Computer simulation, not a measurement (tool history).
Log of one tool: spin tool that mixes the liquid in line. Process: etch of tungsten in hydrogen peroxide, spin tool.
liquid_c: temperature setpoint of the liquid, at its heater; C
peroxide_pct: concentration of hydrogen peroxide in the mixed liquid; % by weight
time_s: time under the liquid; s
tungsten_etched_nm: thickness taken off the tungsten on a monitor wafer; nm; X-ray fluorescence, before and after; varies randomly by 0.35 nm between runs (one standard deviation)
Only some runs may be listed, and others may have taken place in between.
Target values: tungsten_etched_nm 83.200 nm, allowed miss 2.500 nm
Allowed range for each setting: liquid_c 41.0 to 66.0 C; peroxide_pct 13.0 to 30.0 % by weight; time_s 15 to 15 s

{"run": 1, "hour": 0.0, "liquid_c": 57.0, "peroxide_pct": 25.0, "time_s": 15, "tungsten_etched_nm": 64.621}
{"run": 2, "hour": 7.8, "liquid_c": 57.0, "peroxide_pct": 25.0, "time_s": 15, "tungsten_etched_nm": 64.481}
{"run": 3, "hour": 15.9, "liquid_c": 57.0, "peroxide_pct": 25.0, "time_s": 15, "tungsten_etched_nm": 64.525}
{"run": 4, "hour": 21.5, "liquid_c": 57.0, "peroxide_pct": 25.0, "time_s": 15, "tungsten_etched_nm": 64.213}
{"run": 5, "hour": 27.5, "liquid_c": 58.5, "peroxide_pct": 25.0, "time_s": 15, "tungsten_etched_nm": 70.065}
{"run": 6, "hour": 35.2, "liquid_c": 52.0, "peroxide_pct": 25.0, "time_s": 15, "tungsten_etched_nm": 48.046}
{"run": 7, "hour": 36.4, "liquid_c": 55.0, "peroxide_pct": 25.0, "time_s": 15, "tungsten_etched_nm": 57.262}
{"run": 8, "hour": 38.1, "liquid_c": 57.0, "peroxide_pct": 25.0, "time_s": 15, "tungsten_etched_nm": 64.547}
{"run": 9, "hour": 39.1, "liquid_c": 58.5, "peroxide_pct": 25.0, "time_s": 15, "tungsten_etched_nm": 70.125}
{"run": 10, "hour": 44.3, "liquid_c": 59.5, "peroxide_pct": 25.0, "time_s": 15, "tungsten_etched_nm": 74.58}

Pick the move, out of 4, that brings all results within their allowed miss; only one does.
{"run": "A", "hour": 49.5, "liquid_c": 57.0, "peroxide_pct": 23.5, "time_s": 15, "tungsten_etched_nm": "?"}
{"run": "B", "hour": 49.5, "liquid_c": 58.5, "peroxide_pct": 24.0, "time_s": 15, "tungsten_etched_nm": "?"}
{"run": "C", "hour": 49.5, "liquid_c": 60.0, "peroxide_pct": 29.0, "time_s": 15, "tungsten_etched_nm": "?"}
{"run": "D", "hour": 49.5, "liquid_c": 57.5, "peroxide_pct": 26.0, "time_s": 15, "tungsten_etched_nm": "?"}

move=A tungsten_etched_nm=62.377
move=B tungsten_etched_nm=68.797
move=C tungsten_etched_nm=82.469
move=D tungsten_etched_nm=67.557
A: further off than the last run
B: further off than the last run
C: meets every target
D: further off than the last run
Move C is the one to make.
